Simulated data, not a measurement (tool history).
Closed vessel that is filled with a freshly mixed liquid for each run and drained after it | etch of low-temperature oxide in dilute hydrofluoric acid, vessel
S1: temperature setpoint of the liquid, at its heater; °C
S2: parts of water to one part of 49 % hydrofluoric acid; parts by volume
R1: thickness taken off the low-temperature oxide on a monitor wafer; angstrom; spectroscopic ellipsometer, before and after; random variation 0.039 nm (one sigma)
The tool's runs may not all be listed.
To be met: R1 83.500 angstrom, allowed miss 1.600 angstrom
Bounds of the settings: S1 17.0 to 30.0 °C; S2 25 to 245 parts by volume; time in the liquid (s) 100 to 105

run 1 hour=0.0 | S1=22.0 S2=135 time_in_the_liquid_(s)=100 | R1=105.790
run 2 hour=5.4 | S1=21.0 S2=135 time_in_the_liquid_(s)=100 | R1=100.990
run 3 hour=12.5 | S1=21.0 S2=135 time_in_the_liquid_(s)=105 | R1=105.410
run 4 hour=13.7 | S1=20.0 S2=135 time_in_the_liquid_(s)=105 | R1=101.480
run 5 hour=22.4 | S1=19.5 S2=135 time_in_the_liquid_(s)=105 | R1=99.361
run 6 hour=29.7 | S1=19.5 S2=120 time_in_the_liquid_(s)=105 | R1=114.520
run 7 hour=31.1 | S1=19.5 S2=120 time_in_the_liquid_(s)=105 | R1=114.760
run 8 hour=35.8 | S1=19.0 S2=125 time_in_the_liquid_(s)=105 | R1=107.160
run 9 hour=44.6 | S1=18.5 S2=130 time_in_the_liquid_(s)=105 | R1=100.790
run 10 hour=52.0 | S1=17.0 S2=150 time_in_the_liquid_(s)=105 | R1=80.928

Which of these 4 next moves meets every target?
run A hour=59.4 | S1=17.0 S2=155 time_in_the_liquid_(s)=105 | R1=?
run B hour=59.4 | S1=17.0 S2=145 time_in_the_liquid_(s)=100 | R1=?
run C hour=59.4 | S1=17.5 S2=150 time_in_the_liquid_(s)=100 | R1=?
run D hour=59.4 | S1=19.0 S2=150 time_in_the_liquid_(s)=100 | R1=?

move=A R1=77.081
move=B R1=79.238
move=C R1=77.799
move=D R1=82.671
A: further off than the last run
B: further off than the last run
C: further off than the last run
D: meets every target
Answer: D
